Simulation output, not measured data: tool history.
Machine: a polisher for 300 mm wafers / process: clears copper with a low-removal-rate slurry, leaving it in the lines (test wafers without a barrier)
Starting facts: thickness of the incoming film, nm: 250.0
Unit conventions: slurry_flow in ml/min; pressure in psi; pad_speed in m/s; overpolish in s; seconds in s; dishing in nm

run 1 hour=0.0 | slurry_flow=320 pressure=2.3 pad_speed=1.06 slurry_solids=1.00 overpolish=22 | seconds=88.597 dishing=30.235
run 2 hour=6.1 | slurry_flow=320 pressure=2.3 pad_speed=0.88 slurry_solids=1.00 overpolish=22 | seconds=105.030 dishing=27.036
run 3 hour=9.0 | slurry_flow=295 pressure=2.0 pad_speed=1.14 slurry_solids=0.95 overpolish=17 | seconds=95.039 dishing=22.950
run 4 hour=13.8 | slurry_flow=260 pressure=1.9 pad_speed=1.32 slurry_solids=0.85 overpolish=14 | seconds=91.738 dishing=20.853
run 5 hour=15.3 | slurry_flow=235 pressure=1.7 pad_speed=1.44 slurry_solids=1.00 overpolish=12 | seconds=88.701 dishing=17.932
run 6 hour=19.6 | slurry_flow=220 pressure=1.7 pad_speed=1.52 slurry_solids=1.15 overpolish=10 | seconds=83.639 dishing=17.077

Forecast run 7:
run 7 hour=22.0 | slurry_flow=210 pressure=1.7 pad_speed=1.56 slurry_solids=1.25 overpolish=9 | seconds=? dishing=?

{"run 7": {"seconds": 77.864, "dishing": 16.181}}

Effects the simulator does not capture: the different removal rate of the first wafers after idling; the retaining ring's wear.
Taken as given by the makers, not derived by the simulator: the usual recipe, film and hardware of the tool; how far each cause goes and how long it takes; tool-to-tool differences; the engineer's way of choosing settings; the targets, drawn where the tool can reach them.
